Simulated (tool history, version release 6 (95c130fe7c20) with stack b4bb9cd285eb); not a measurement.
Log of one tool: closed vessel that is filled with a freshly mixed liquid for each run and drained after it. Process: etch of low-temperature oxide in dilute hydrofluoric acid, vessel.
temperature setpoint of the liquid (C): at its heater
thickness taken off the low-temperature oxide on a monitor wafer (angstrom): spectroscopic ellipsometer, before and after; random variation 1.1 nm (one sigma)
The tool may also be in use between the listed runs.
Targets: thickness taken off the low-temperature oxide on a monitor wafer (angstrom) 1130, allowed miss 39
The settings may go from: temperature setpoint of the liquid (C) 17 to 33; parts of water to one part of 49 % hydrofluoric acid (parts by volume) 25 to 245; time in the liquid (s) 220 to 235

run,hour,temperature setpoint of the liquid (C),parts of water to one part of 49 % hydrofluoric acid (parts by volume),time in the liquid (s),thickness taken off the low-temperature oxide on a monitor wafer (angstrom)
1,0,25,135,220,382.09
2,5.1,25,135,235,405.32
3,10.3,23.5,135,235,374.18
4,12.9,26.5,115,235,515.76
5,13.8,28.5,95,235,691.1
6,20.8,28.5,95,220,628.4
7,27,30,80,220,817.47
8,31.2,31,75,220,937.82

Which of these 5 next moves meets every target?
A,35.4,30.5,65,235,?
B,35.4,31.5,95,230,?
C,35.4,27,70,220,?
D,35.4,26,75,220,?
E,35.4,30.5,85,220,?

move,thickness taken off the low-temperature oxide on a monitor wafer (angstrom)
A,1126.4
B,748.98
C,848.03
D,755.6
E,782.67
A: meets every target
B: further off than the last run
C: further off than the last run
D: further off than the last run
E: further off than the last run
The right move is A.

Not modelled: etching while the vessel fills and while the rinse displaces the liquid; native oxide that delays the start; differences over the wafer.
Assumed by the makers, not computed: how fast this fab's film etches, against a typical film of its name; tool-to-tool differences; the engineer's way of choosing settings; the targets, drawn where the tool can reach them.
